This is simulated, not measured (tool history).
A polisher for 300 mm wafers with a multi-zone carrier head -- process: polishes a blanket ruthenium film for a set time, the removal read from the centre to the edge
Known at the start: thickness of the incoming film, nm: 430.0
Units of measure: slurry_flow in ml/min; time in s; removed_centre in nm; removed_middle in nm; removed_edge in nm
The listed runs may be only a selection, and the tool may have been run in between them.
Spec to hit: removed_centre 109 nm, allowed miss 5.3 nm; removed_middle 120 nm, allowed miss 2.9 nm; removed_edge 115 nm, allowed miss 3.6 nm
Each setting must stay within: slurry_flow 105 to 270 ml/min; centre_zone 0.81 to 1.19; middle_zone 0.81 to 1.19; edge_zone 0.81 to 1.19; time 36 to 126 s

Run 1, day 0: slurry_flow 175 ml/min, centre_zone 1, middle_zone 1, edge_zone 1, time 81 s. Result: removed_centre 97.532 nm, removed_middle 92.28 nm, removed_edge 92.64 nm.
Run 2, day 0.167: slurry_flow 145 ml/min, centre_zone 1, middle_zone 1, edge_zone 1, time 81 s. Result: removed_centre 91.178 nm, removed_middle 88.641 nm, removed_edge 89.698 nm.
Run 3, day 0.346: slurry_flow 165 ml/min, centre_zone 0.99, middle_zone 1.03, edge_zone 1.04, time 82 s. Result: removed_centre 92.296 nm, removed_middle 94.466 nm, removed_edge 93.845 nm.
Run 4, day 0.583: slurry_flow 165 ml/min, centre_zone 0.99, middle_zone 1.03, edge_zone 1.04, time 91 s. Result: removed_centre 103.93 nm, removed_middle 105.31 nm, removed_edge 104.68 nm.
Run 5, day 0.779: slurry_flow 165 ml/min, centre_zone 0.99, middle_zone 1.03, edge_zone 0.98, time 91 s. Result: removed_centre 105.7 nm, removed_middle 102.67 nm, removed_edge 100.34 nm.
Run 6, day 0.958: slurry_flow 185 ml/min, centre_zone 0.99, middle_zone 1.03, edge_zone 0.98, time 91 s. Result: removed_centre 105.05 nm, removed_middle 106.36 nm, removed_edge 104.48 nm.
Run 7, day 1.275: slurry_flow 200 ml/min, centre_zone 0.99, middle_zone 1.04, edge_zone 0.99, time 91 s. Result: removed_centre 107.24 nm, removed_middle 108.58 nm, removed_edge 103.11 nm.
Run 8, day 1.517: slurry_flow 210 ml/min, centre_zone 0.99, middle_zone 1.04, edge_zone 1.02, time 92 s. Result: removed_centre 107.79 nm, removed_middle 110.26 nm, removed_edge 106.61 nm.
Run 9, day 1.558: slurry_flow 215 ml/min, centre_zone 0.99, middle_zone 1.05, edge_zone 1.04, time 93 s. Result: removed_centre 112.79 nm, removed_middle 113.73 nm, removed_edge 109.28 nm.
Run 10, day 1.771: slurry_flow 220 ml/min, centre_zone 0.98, middle_zone 1.06, edge_zone 1.06, time 93 s. Result: removed_centre 107.95 nm, removed_middle 112.51 nm, removed_edge 110.69 nm.
Run 11, day 1.971: slurry_flow 225 ml/min, centre_zone 0.98, middle_zone 1.07, edge_zone 1.07, time 93 s. Result: removed_centre 109.74 nm, removed_middle 113.91 nm, removed_edge 111.93 nm.

Pick the move, out of 5, that brings all results within their allowed miss; only one does.
Run A, day 2.171: slurry_flow 210 ml/min, centre_zone 0.88, middle_zone 0.94, edge_zone 1.19, time 100 s. Result: removed_centre ?, removed_middle ?, removed_edge ?.
Run B, day 2.171: slurry_flow 265 ml/min, centre_zone 0.86, middle_zone 1.03, edge_zone 0.97, time 98 s. Result: removed_centre ?, removed_middle ?, removed_edge ?.
Run C, day 2.171: slurry_flow 200 ml/min, centre_zone 1.02, middle_zone 0.93, edge_zone 1.1, time 92 s. Result: removed_centre ?, removed_middle ?, removed_edge ?.
Run D, day 2.171: slurry_flow 230 ml/min, centre_zone 0.97, middle_zone 1.19, edge_zone 0.93, time 94 s. Result: removed_centre ?, removed_middle ?, removed_edge ?.
Run E, day 2.171: slurry_flow 225 ml/min, centre_zone 0.87, middle_zone 1.19, edge_zone 1.1, time 87 s. Result: removed_centre ?, removed_middle ?, removed_edge ?.

move  removed_centre  removed_middle  removed_edge
   A          111.05          114.35        124.16
   B          110.65          121.95        114.96
   C          113.43          103.73        110.11
   D          114.14          125.72        107.05
   E          96.952          116.05         105.2
A: further off than the last run
B: hits every target within its allowed miss
C: further off than the last run
D: pushes the last run's worst result past its target
E: further off than the last run
B is the move that brings every result within its allowed miss.
